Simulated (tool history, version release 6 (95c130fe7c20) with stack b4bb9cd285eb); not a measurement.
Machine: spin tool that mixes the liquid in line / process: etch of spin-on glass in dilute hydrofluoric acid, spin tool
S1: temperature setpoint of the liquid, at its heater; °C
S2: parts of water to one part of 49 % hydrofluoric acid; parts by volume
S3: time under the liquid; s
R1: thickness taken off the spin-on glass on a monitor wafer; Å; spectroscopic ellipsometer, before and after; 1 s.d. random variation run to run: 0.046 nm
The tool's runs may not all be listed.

{"run": 1, "hour": 0.0, "S1": 22, "S2": 220, "S3": 50, "R1": 73.774}
{"run": 2, "hour": 8.1, "S1": 19.5, "S2": 220, "S3": 50, "R1": 67.198}
{"run": 3, "hour": 9.4, "S1": 19, "S2": 220, "S3": 50, "R1": 66.142}
{"run": 4, "hour": 15.2, "S1": 19, "S2": 290, "S3": 50, "R1": 47.45}
{"run": 5, "hour": 18.7, "S1": 20, "S2": 290, "S3": 50, "R1": 49.009}
{"run": 6, "hour": 25.6, "S1": 20.5, "S2": 290, "S3": 50, "R1": 50.042}
{"run": 7, "hour": 30.2, "S1": 21, "S2": 290, "S3": 50, "R1": 50.252}

Run 8 is up next; what results do you expect?
{"run": 8, "hour": 35.8, "S1": 21, "S2": 290, "S3": 50, "R1": "?"}

R1: 50.963 Å

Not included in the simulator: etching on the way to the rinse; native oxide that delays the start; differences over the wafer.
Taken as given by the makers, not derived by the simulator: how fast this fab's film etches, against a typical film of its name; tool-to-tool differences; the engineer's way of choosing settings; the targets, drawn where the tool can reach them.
